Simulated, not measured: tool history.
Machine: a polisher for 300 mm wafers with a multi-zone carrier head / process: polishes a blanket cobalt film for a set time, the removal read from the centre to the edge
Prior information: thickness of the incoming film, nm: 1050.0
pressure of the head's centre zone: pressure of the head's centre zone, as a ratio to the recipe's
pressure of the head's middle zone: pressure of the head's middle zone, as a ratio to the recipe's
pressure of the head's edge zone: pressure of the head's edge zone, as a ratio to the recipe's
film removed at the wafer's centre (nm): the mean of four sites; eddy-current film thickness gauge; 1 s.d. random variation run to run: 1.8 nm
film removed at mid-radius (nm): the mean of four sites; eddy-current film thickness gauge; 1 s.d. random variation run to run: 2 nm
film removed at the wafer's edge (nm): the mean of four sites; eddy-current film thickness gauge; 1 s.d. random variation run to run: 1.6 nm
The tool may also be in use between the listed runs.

run	hour	flow of slurry (ml/min)	pressure of the head's centre zone	pressure of the head's middle zone	pressure of the head's edge zone	polishing time (s)	film removed at the wafer's centre (nm)	film removed at mid-radius (nm)	film removed at the wafer's edge (nm)
1	0.0	235	1.00	1.00	1.00	65	298.52	299.80	299.48
2	1.7	290	1.00	1.00	1.00	65	305.18	302.86	307.83
3	2.5	290	1.00	1.00	1.07	65	305.24	302.91	314.68
4	8.8	285	1.01	0.96	1.04	58	273.41	263.05	279.68
5	13.0	285	1.09	0.96	1.04	58	290.60	266.36	279.03
6	21.1	320	1.09	0.96	1.04	58	298.02	260.83	283.29
7	26.5	320	1.09	0.96	1.04	58	300.70	275.30	281.04

Expected results for the next run?
8	32.5	305	1.09	0.92	1.02	53	?	?	?

film removed at the wafer's centre (nm): 270.26
film removed at mid-radius (nm): 238.40
film removed at the wafer's edge (nm): 250.19
